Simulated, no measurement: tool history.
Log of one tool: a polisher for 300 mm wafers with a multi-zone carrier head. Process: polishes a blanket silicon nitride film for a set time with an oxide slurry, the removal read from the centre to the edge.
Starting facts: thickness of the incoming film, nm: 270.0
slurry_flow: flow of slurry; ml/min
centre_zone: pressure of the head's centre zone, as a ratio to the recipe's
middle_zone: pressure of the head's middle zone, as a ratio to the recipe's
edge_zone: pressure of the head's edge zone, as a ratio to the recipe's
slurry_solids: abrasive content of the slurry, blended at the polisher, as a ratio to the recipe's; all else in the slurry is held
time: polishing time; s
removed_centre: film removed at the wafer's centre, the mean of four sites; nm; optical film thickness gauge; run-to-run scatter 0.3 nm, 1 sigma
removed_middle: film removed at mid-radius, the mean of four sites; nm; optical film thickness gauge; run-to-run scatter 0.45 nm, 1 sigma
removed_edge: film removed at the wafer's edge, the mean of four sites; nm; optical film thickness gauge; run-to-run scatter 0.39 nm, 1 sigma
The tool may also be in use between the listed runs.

run  hour  slurry_flow  centre_zone  middle_zone  edge_zone  slurry_solids  time  removed_centre  removed_middle  removed_edge
  1     0          205            1            1          1              1    71          54.029          60.696        60.406
  2   3.1          205         1.01         0.96       0.98           0.85    65          46.571          48.913        50.394
  3     5          205         1.01         0.93       0.95           0.75    62          41.797          41.369         45.13
  4  10.1          205         1.01         0.85       0.95           0.75    62          41.382          39.168        45.192
  5  18.7          205         1.01         0.86       0.92            0.7    60          38.998           38.37          41.2
  6  24.5          205         1.01         0.86       0.92            0.7    46          29.577          28.936        31.799

Run 7 has not been measured yet. What should we expect?
  7  26.2          215         1.03         0.86       0.93            0.7    46               ?               ?             ?

Run 7 gave removed_centre 30.686 nm, removed_middle 28.941 nm, removed_edge 32.513 nm.
